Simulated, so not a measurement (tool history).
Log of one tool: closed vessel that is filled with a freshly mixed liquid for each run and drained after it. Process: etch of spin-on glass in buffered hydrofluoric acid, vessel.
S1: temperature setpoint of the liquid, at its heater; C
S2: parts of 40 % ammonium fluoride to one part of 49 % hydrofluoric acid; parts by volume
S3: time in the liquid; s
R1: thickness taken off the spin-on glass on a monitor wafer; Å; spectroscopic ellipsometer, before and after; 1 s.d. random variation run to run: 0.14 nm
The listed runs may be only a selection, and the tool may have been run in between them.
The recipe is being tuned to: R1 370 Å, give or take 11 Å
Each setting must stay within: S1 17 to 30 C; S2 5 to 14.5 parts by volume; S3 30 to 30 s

run,day,S1,S2,S3,R1
1,0,22,9,30,430.3
2,0.208,22,7,30,565.94
3,0.362,20.5,7,30,518.33
4,0.733,20.5,7,30,514.69
5,1.004,20,7,30,502.69
6,1.304,19.5,7,30,490.96
7,1.562,19,7,30,477.92
8,1.938,18,7.5,30,418.99
# day 2.304: thermometer replaced
9,2.304,17.5,8,30,417.61

4 next moves are on the table. One of them brings every result within its allowed miss. Which?
A,2.671,18.5,7,30,?
B,2.671,17.5,9,30,?
C,2.671,23.5,14.5,30,?
D,2.671,17,9.5,30,?

move,R1
A,507.05
B,364.9
C,331.92
D,342.78
A: lands further from the targets than the last run did
B: all results land within tolerance of their targets
C: takes the result that was furthest off past its target
D: takes the result that was furthest off past its target
The right move is B.
